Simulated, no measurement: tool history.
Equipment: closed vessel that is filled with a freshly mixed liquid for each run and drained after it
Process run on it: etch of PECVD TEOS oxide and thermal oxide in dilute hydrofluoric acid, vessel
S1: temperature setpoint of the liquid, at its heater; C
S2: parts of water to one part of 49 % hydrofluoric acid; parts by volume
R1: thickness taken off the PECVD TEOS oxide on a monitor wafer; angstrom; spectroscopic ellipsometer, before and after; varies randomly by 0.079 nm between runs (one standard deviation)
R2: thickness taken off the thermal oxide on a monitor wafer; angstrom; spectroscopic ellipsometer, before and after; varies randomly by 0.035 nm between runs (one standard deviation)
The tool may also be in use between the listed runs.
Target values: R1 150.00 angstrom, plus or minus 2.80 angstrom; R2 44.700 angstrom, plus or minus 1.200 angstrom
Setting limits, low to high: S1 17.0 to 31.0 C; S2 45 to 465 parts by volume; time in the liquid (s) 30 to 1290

run 1 day=0.000 | S1=23.0 S2=255 time_in_the_liquid_(s)=660 | R1=309.68 R2=92.488
run 2 day=0.096 | S1=21.5 S2=285 time_in_the_liquid_(s)=660 | R1=254.88 R2=75.856
run 3 day=0.329 | S1=21.5 S2=285 time_in_the_liquid_(s)=890 | R1=346.37 R2=101.700
run 4 day=0.454 | S1=21.5 S2=250 time_in_the_liquid_(s)=890 | R1=407.08 R2=120.070
run 5 day=0.567 | S1=21.5 S2=250 time_in_the_liquid_(s)=680 | R1=310.03 R2=92.773
run 6 day=0.817 | S1=20.0 S2=250 time_in_the_liquid_(s)=680 | R1=292.99 R2=88.222
run 7 day=1.046 | S1=19.0 S2=280 time_in_the_liquid_(s)=680 | R1=245.26 R2=72.676
run 8 day=1.408 | S1=18.5 S2=305 time_in_the_liquid_(s)=675 | R1=215.61 R2=63.973
run 9 day=1.712 | S1=18.0 S2=325 time_in_the_liquid_(s)=675 | R1=193.55 R2=58.322
run 10 day=1.938 | S1=18.0 S2=340 time_in_the_liquid_(s)=675 | R1=181.60 R2=54.547
run 11 day=2.246 | S1=17.0 S2=380 time_in_the_liquid_(s)=675 | R1=153.80 R2=45.610

Which of these 4 next moves meets every target?
run A day=2.554 | S1=17.0 S2=365 time_in_the_liquid_(s)=665 | R1=? R2=?
run B day=2.554 | S1=17.0 S2=365 time_in_the_liquid_(s)=655 | R1=? R2=?
run C day=2.554 | S1=17.0 S2=340 time_in_the_liquid_(s)=575 | R1=? R2=?
run D day=2.554 | S1=21.0 S2=355 time_in_the_liquid_(s)=545 | R1=? R2=?

move=A R1=156.77 R2=48.384
move=B R1=154.41 R2=47.656
move=C R1=148.57 R2=45.854
move=D R1=153.33 R2=47.323
A: misses by more than the last run did
B: misses by more than the last run did
C: each result inside its tolerance
D: misses by more than the last run did
The right move is C.
